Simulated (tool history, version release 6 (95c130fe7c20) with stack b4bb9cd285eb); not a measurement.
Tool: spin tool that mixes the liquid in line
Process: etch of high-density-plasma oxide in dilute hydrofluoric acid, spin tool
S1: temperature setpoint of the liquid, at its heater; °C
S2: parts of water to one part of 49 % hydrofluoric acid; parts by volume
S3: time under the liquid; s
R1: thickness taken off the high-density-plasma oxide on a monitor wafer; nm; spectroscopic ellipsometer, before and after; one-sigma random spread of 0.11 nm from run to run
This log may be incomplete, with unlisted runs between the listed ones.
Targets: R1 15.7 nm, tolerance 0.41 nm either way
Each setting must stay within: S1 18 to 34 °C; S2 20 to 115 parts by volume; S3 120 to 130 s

run	day	S1	S2	S3	R1
1	0	26	65	120	12.169
2	0.304	26.5	65	120	12.293
3	0.571	26.5	65	120	12.293
4	0.762	29.5	65	120	13.843
5	0.879	30	65	120	14.16
6	0.912	30	75	120	12.071
7	1.204	30.5	75	120	12.379
8	1.438	31	75	120	12.669
9	1.729	31.5	75	120	12.867
10	1.892	32	75	120	13.053
11	2.025	33	70	120	14.495
12	2.229	33.5	70	120	14.961
13	2.262	34	70	120	15.029
14	2.579	34	65	120	16.561
15	2.854	34	65	120	16.31
16	3.212	33.5	65	120	16.289

Which of these 4 next moves meets every target?
A	3.571	34	70	130	?
B	3.571	34	60	120	?
C	3.571	32.5	65	130	?
D	3.571	34	70	125	?

move	R1
A	16.42
B	17.978
C	16.85
D	15.789
A: misses by more than the last run did
B: misses by more than the last run did
C: misses by more than the last run did
D: all results in spec
D is the move that brings every result within its allowed miss.
